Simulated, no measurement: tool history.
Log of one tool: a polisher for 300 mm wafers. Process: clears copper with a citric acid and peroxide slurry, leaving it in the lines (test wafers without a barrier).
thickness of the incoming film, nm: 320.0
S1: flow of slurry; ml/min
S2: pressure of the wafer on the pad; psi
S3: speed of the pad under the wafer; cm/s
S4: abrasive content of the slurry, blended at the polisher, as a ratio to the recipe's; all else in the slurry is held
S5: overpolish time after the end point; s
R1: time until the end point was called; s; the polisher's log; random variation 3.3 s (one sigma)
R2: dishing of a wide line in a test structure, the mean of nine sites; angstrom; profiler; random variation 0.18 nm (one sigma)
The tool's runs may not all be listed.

Run 1, hour 0.0: S1 175 ml/min, S2 2.1 psi, S3 124 cm/s, S4 1.0, S5 11 s. Result: R1 169.39 s, R2 154.190 angstrom.
Run 2, hour 6.3: S1 175 ml/min, S2 2.1 psi, S3 124 cm/s, S4 1.0, S5 9 s. Result: R1 162.51 s, R2 133.790 angstrom.
Run 3, hour 9.6: S1 175 ml/min, S2 2.6 psi, S3 124 cm/s, S4 1.0, S5 9 s. Result: R1 134.90 s, R2 163.360 angstrom.
Run 4, hour 17.9: S1 175 ml/min, S2 2.5 psi, S3 124 cm/s, S4 1.0, S5 8 s. Result: R1 140.36 s, R2 134.830 angstrom.
Run 5, hour 24.4: S1 175 ml/min, S2 2.4 psi, S3 124 cm/s, S4 1.0, S5 7 s. Result: R1 146.19 s, R2 119.600 angstrom.
Run 6, hour 26.1: S1 175 ml/min, S2 2.3 psi, S3 124 cm/s, S4 1.0, S5 6 s. Result: R1 153.10 s, R2 98.377 angstrom.
Run 7, hour 32.7: S1 175 ml/min, S2 2.2 psi, S3 124 cm/s, S4 1.0, S5 6 s. Result: R1 157.20 s, R2 91.350 angstrom.
Run 8, hour 39.1: S1 175 ml/min, S2 2.1 psi, S3 124 cm/s, S4 1.0, S5 6 s. Result: R1 158.95 s, R2 91.045 angstrom.
Run 9, hour 43.2: S1 175 ml/min, S2 1.8 psi, S3 122 cm/s, S4 1.0, S5 4 s. Result: R1 191.58 s, R2 51.194 angstrom.

Run 10 comes next. What will it give?
Run 10, hour 45.2: S1 175 ml/min, S2 1.9 psi, S3 120 cm/s, S4 1.0, S5 5 s. Result: R1 ?, R2 ?.

{"run 10": {"R1": 187.93, "R2": 67.083}}

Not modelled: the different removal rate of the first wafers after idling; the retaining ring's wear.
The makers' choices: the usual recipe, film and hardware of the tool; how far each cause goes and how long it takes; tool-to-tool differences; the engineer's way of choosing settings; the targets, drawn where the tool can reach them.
